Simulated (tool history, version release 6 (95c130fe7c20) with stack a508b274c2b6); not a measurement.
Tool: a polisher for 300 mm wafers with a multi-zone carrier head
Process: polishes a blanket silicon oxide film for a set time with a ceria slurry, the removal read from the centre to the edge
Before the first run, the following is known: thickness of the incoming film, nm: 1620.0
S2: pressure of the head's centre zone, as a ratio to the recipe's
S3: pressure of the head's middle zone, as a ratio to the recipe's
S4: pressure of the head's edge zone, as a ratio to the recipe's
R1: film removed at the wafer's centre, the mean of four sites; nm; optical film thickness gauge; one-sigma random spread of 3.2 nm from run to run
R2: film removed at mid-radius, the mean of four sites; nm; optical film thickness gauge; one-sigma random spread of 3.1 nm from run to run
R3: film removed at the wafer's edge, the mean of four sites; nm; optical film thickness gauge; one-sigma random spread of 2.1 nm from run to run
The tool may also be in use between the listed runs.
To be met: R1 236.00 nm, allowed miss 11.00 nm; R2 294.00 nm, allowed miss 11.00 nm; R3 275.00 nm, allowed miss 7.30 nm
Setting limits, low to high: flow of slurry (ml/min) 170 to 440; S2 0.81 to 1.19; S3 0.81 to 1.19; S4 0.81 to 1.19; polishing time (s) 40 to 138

Run 1, day 0.000: flow of slurry (ml/min) 280, S2 1.00, S3 1.00, S4 1.00, polishing time (s) 88. Result: R1 323.24 nm, R2 317.57 nm, R3 318.57 nm.
Run 2, day 0.238: flow of slurry (ml/min) 330, S2 1.00, S3 1.00, S4 1.00, polishing time (s) 88. Result: R1 318.89 nm, R2 327.96 nm, R3 330.96 nm.
Run 3, day 0.362: flow of slurry (ml/min) 330, S2 1.00, S3 0.93, S4 1.00, polishing time (s) 88. Result: R1 324.05 nm, R2 313.03 nm, R3 328.78 nm.
Run 4, day 0.688: flow of slurry (ml/min) 330, S2 1.00, S3 0.93, S4 1.00, polishing time (s) 108. Result: R1 398.04 nm, R2 379.45 nm, R3 400.33 nm.
Run 5, day 0.750: flow of slurry (ml/min) 335, S2 0.95, S3 0.95, S4 0.96, polishing time (s) 97. Result: R1 332.87 nm, R2 342.24 nm, R3 357.24 nm.
Run 6, day 0.804: flow of slurry (ml/min) 320, S2 0.92, S3 0.99, S4 0.91, polishing time (s) 91. Result: R1 306.42 nm, R2 332.20 nm, R3 327.23 nm.
Run 7, day 0.967: flow of slurry (ml/min) 320, S2 0.89, S3 1.01, S4 0.89, polishing time (s) 86. Result: R1 275.67 nm, R2 329.03 nm, R3 303.59 nm.
Run 8, day 1.171: flow of slurry (ml/min) 310, S2 0.87, S3 0.99, S4 0.88, polishing time (s) 84. Result: R1 268.88 nm, R2 309.82 nm, R3 290.31 nm.
Run 9, day 1.425: flow of slurry (ml/min) 315, S2 0.85, S3 0.99, S4 0.89, polishing time (s) 82. Result: R1 259.33 nm, R2 293.19 nm, R3 286.67 nm.
Run 10, day 1.708: flow of slurry (ml/min) 325, S2 0.84, S3 1.01, S4 0.89, polishing time (s) 80. Result: R1 250.57 nm, R2 291.43 nm, R3 279.28 nm.

Next run, 4 choices. One meets every target within its allowed miss, the rest don't. Which?
Run A, day 1.992: flow of slurry (ml/min) 285, S2 0.82, S3 1.04, S4 0.88, polishing time (s) 79. Result: R1 ?, R2 ?, R3 ?.
Run B, day 1.992: flow of slurry (ml/min) 310, S2 0.96, S3 0.92, S4 0.85, polishing time (s) 81. Result: R1 ?, R2 ?, R3 ?.
Run C, day 1.992: flow of slurry (ml/min) 290, S2 0.95, S3 0.95, S4 0.84, polishing time (s) 82. Result: R1 ?, R2 ?, R3 ?.
Run D, day 1.992: flow of slurry (ml/min) 330, S2 0.91, S3 1.02, S4 0.88, polishing time (s) 78. Result: R1 ?, R2 ?, R3 ?.

move      R1      R2      R3
   A  230.43  297.04  275.54
   B  279.37  283.51  280.24
   C  277.87  291.04  280.72
   D  256.67  293.53  275.04
A: every result within its allowed miss
B: its largest miss is bigger than the last run's
C: its largest miss is bigger than the last run's
D: its largest miss is bigger than the last run's
Go with A: it meets all targets.
